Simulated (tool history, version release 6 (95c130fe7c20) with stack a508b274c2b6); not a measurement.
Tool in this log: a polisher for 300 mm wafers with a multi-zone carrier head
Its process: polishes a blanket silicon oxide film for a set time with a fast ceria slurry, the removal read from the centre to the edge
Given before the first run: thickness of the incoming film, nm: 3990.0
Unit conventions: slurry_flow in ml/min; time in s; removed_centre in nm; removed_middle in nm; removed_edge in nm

| run | hour | slurry_flow | centre_zone | middle_zone | edge_zone | time | removed_centre | removed_middle | removed_edge |
|---|---|---|---|---|---|---|---|---|---|
| 1 | 0 | 180 | 1 | 1 | 1 | 86 | 1002.1 | 922.25 | 955.02 |
| 2 | 8.9 | 180 | 1 | 1 | 1 | 70 | 812.65 | 753 | 781.79 |
| 3 | 16.1 | 215 | 1 | 1 | 1 | 70 | 846.12 | 777.4 | 798.18 |
| 4 | 23.1 | 170 | 1 | 1 | 1 | 70 | 805.76 | 744.69 | 772.59 |
| 5 | 30.8 | 170 | 1 | 1 | 1 | 86 | 984.42 | 922.73 | 949.92 |
| 6 | 32 | 180 | 0.99 | 1.02 | 1.01 | 86 | 987 | 941.33 | 957.64 |
| 7 | 33.9 | 190 | 0.98 | 1.04 | 1.02 | 86 | 983.87 | 965.57 | 982.1 |
| 8 | 37.4 | 200 | 0.97 | 1.06 | 1.02 | 86 | 981.53 | 982.68 | 978.57 |
| 9 | 39.2 | 205 | 0.96 | 1.08 | 1.02 | 86 | 979.86 | 1014.3 | 978.02 |
| 10 | 44.6 | 210 | 0.95 | 1.09 | 1.03 | 86 | 987.45 | 1035.3 | 977.77 |
| 11 | 48.2 | 215 | 0.94 | 1.1 | 1.04 | 86 | 964.89 | 1043.5 | 998.71 |

The next listed run, before its measurement:
| 12 | 49.6 | 220 | 0.94 | 1.11 | 1.04 | 86 | ? | ? | ? |

Run 12 measured removed_centre 983.6 nm, removed_middle 1040.6 nm, removed_edge 993.87 nm.

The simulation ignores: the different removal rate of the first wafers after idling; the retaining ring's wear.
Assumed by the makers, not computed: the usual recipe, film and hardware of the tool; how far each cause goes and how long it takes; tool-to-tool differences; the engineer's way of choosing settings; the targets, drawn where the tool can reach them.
